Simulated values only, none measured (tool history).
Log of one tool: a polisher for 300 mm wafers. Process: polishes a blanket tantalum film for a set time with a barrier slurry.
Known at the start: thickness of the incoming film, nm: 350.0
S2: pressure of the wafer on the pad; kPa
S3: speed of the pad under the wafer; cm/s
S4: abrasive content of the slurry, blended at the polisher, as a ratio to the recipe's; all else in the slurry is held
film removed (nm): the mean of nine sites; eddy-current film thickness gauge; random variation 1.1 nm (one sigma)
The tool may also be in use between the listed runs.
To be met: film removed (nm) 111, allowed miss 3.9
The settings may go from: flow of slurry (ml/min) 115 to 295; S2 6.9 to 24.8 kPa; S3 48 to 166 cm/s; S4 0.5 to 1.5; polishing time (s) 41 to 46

run 1 hour=0 | flow_of_slurry_(ml/min)=190 S2=15.9 S3=106 S4=1 polishing_time_(s)=46 | film_removed_(nm)=84.379
run 2 hour=7.5 | flow_of_slurry_(ml/min)=195 S2=17.2 S3=106 S4=1 polishing_time_(s)=46 | film_removed_(nm)=90.502
run 3 hour=10.2 | flow_of_slurry_(ml/min)=195 S2=18.6 S3=106 S4=1 polishing_time_(s)=46 | film_removed_(nm)=95.693
run 4 hour=13.9 | flow_of_slurry_(ml/min)=195 S2=18.6 S3=132 S4=1 polishing_time_(s)=46 | film_removed_(nm)=119.66
run 5 hour=19.8 | flow_of_slurry_(ml/min)=195 S2=18.6 S3=132 S4=1 polishing_time_(s)=41 | film_removed_(nm)=104.74
run 6 hour=26.4 | flow_of_slurry_(ml/min)=155 S2=18.6 S3=132 S4=1 polishing_time_(s)=41 | film_removed_(nm)=103.73
run 7 hour=31 | flow_of_slurry_(ml/min)=160 S2=19.3 S3=132 S4=1 polishing_time_(s)=41 | film_removed_(nm)=104.26
run 8 hour=33.1 | flow_of_slurry_(ml/min)=165 S2=19.3 S3=132 S4=1 polishing_time_(s)=41 | film_removed_(nm)=105.8
run 9 hour=34.1 | flow_of_slurry_(ml/min)=170 S2=19.3 S3=132 S4=1 polishing_time_(s)=41 | film_removed_(nm)=106.2
run 10 hour=42 | flow_of_slurry_(ml/min)=175 S2=19.3 S3=132 S4=1 polishing_time_(s)=41 | film_removed_(nm)=105.72
run 11 hour=50.8 | flow_of_slurry_(ml/min)=180 S2=19.3 S3=132 S4=1 polishing_time_(s)=41 | film_removed_(nm)=108.22

5 next moves are on the table. One of them brings every result within its allowed miss. Which?
run A hour=59.6 | flow_of_slurry_(ml/min)=195 S2=19.3 S3=124 S4=1.05 polishing_time_(s)=44 | film_removed_(nm)=?
run B hour=59.6 | flow_of_slurry_(ml/min)=180 S2=20.7 S3=122 S4=0.8 polishing_time_(s)=42 | film_removed_(nm)=?
run C hour=59.6 | flow_of_slurry_(ml/min)=185 S2=21.4 S3=108 S4=0.9 polishing_time_(s)=44 | film_removed_(nm)=?
run D hour=59.6 | flow_of_slurry_(ml/min)=115 S2=24.1 S3=118 S4=1.15 polishing_time_(s)=43 | film_removed_(nm)=?
run E hour=59.6 | flow_of_slurry_(ml/min)=185 S2=17.2 S3=144 S4=0.8 polishing_time_(s)=41 | film_removed_(nm)=?

move=A film_removed_(nm)=110.23
move=B film_removed_(nm)=100.89
move=C film_removed_(nm)=100.71
move=D film_removed_(nm)=117.6
move=E film_removed_(nm)=99.547
A: meets every target
B: further off than the last run
C: further off than the last run
D: takes the result that was furthest off past its target
E: further off than the last run
Move A is the one to make.
